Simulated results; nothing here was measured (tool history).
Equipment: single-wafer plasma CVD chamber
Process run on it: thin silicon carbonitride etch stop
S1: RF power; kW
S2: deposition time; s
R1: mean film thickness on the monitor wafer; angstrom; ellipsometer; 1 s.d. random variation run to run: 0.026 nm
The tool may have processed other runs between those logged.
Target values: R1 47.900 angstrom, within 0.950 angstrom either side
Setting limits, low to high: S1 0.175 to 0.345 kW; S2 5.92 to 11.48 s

{"run": 1, "hour": 0.0, "S1": 0.26, "S2": 8.7, "R1": 56.539}
{"run": 2, "hour": 5.4, "S1": 0.275, "S2": 8.7, "R1": 57.479}
{"run": 3, "hour": 6.1, "S1": 0.295, "S2": 8.7, "R1": 57.999}
{"run": 4, "hour": 11.1, "S1": 0.315, "S2": 8.7, "R1": 59.45}
{"run": 5, "hour": 14.8, "S1": 0.315, "S2": 7.91, "R1": 54.408}
{"run": 6, "hour": 20.0, "S1": 0.315, "S2": 7.27, "R1": 49.983}
{"run": 7, "hour": 22.9, "S1": 0.31, "S2": 7.23, "R1": 49.37}
{"run": 8, "hour": 26.7, "S1": 0.305, "S2": 7.2, "R1": 49.17}

Below are 5 possible settings for the next run. Only one of them brings all results inside the allowed miss of their targets. Which is it?
{"run": "A", "hour": 30.5, "S1": 0.33, "S2": 7.42, "R1": "?"}
{"run": "B", "hour": 30.5, "S1": 0.335, "S2": 6.87, "R1": "?"}
{"run": "C", "hour": 30.5, "S1": 0.32, "S2": 6.63, "R1": "?"}
{"run": "D", "hour": 30.5, "S1": 0.315, "S2": 7.4, "R1": "?"}
{"run": "E", "hour": 30.5, "S1": 0.33, "S2": 6.57, "R1": "?"}

move=A R1=52.024
move=B R1=48.377
move=C R1=46.076
move=D R1=51.195
move=E R1=46.065
A: misses by more than the last run did
B: every result lands within tolerance
C: carries the result that was furthest off beyond its target, to the other side
D: misses by more than the last run did
E: carries the result that was furthest off beyond its target, to the other side
Correct choice: B, which meets every target
